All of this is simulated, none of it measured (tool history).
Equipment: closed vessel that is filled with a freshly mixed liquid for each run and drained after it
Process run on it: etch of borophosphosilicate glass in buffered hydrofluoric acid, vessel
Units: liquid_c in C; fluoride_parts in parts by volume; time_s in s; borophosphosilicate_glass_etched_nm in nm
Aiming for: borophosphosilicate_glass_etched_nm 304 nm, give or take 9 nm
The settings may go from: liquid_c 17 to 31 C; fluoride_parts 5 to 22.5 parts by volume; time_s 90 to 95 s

| run | day | liquid_c | fluoride_parts | time_s | borophosphosilicate_glass_etched_nm |
|---|---|---|---|---|---|
| 1 | 0 | 23 | 13.5 | 90 | 125.89 |
| 2 | 0.112 | 23 | 15.5 | 90 | 110.36 |
| 3 | 0.246 | 24.5 | 13.5 | 90 | 137.31 |
| 4 | 0.292 | 26 | 12 | 90 | 165.04 |
| 5 | 0.45 | 26 | 12 | 90 | 167.05 |
| 6 | 0.829 | 27 | 11 | 90 | 193.67 |
| 7 | 1 | 28 | 10.5 | 90 | 212.73 |
| 8 | 1.138 | 28.5 | 10 | 90 | 228.61 |
| 9 | 1.383 | 29 | 9.5 | 90 | 239.46 |
| 10 | 1.767 | 31 | 7 | 90 | 363.65 |
| 11 | 2.146 | 30.5 | 7 | 90 | 356.18 |
| 12 | 2.388 | 30 | 7 | 90 | 342.67 |

Pick the move, out of 4, that brings all results within their allowed miss; only one does.
| A | 2.629 | 29 | 7 | 90 | ? |
| B | 2.629 | 31 | 7 | 95 | ? |
| C | 2.629 | 30.5 | 8 | 90 | ? |
| D | 2.629 | 30 | 7.5 | 90 | ? |

| move | borophosphosilicate_glass_etched_nm |
|---|---|
| A | 326.43 |
| B | 382.15 |
| C | 305.03 |
| D | 318.92 |
A: moves toward the targets from the last run without getting all of them in spec
B: moves away from the targets compared with the last run
C: every result within its allowed miss
D: moves toward the targets from the last run without getting all of them in spec
The move that meets every target is C.
